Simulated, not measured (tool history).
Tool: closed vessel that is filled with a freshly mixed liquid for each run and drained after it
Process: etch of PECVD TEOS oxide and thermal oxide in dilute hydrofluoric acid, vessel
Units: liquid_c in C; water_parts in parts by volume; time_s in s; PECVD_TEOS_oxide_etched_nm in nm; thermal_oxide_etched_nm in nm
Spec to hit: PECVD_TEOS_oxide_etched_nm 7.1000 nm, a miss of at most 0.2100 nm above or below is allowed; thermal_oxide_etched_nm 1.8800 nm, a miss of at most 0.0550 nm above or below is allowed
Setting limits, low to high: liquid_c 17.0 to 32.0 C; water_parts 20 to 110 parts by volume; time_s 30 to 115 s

run  hour  liquid_c  water_parts  time_s  PECVD_TEOS_oxide_etched_nm  thermal_oxide_etched_nm
  1   0.0      24.0           60      60                     16.1930                   4.3445
  2   3.1      22.0           70      60                     12.7390                   3.3724
  3  12.3      20.5           80      60                     10.2520                   2.7108
  4  20.4      20.5           80      45                      7.6233                   2.0433
  5  27.6      22.0           80      45                      8.1978                   2.1669
  6  31.9      22.0           60      45                     11.4070                   2.9596
  7  34.9      20.5           65      45                      9.7133                   2.5567
  8  43.7      19.5           70      45                      8.6735                   2.2458

Exercise: of the 4 proposed moves below, exactly one satisfies all targets within the stated allowed misses. Which move is it?
  A  52.5      19.5           75      40                           ?                        ?
  B  52.5      17.5           65      35                           ?                        ?
  C  52.5      20.5           85      40                           ?                        ?
  D  52.5      17.0           80      45                           ?                        ?

move  PECVD_TEOS_oxide_etched_nm  thermal_oxide_etched_nm
   A                      7.0351                   1.8704
   B                      6.5990                   1.7545
   C                      6.3971                   1.7008
   D                      6.6382                   1.7649
A: each result inside its tolerance
B: the result that was furthest off in the last run now lies on the other side of its target
C: the result that was furthest off in the last run now lies on the other side of its target
D: the result that was furthest off in the last run now lies on the other side of its target
Go with A: it meets all targets.
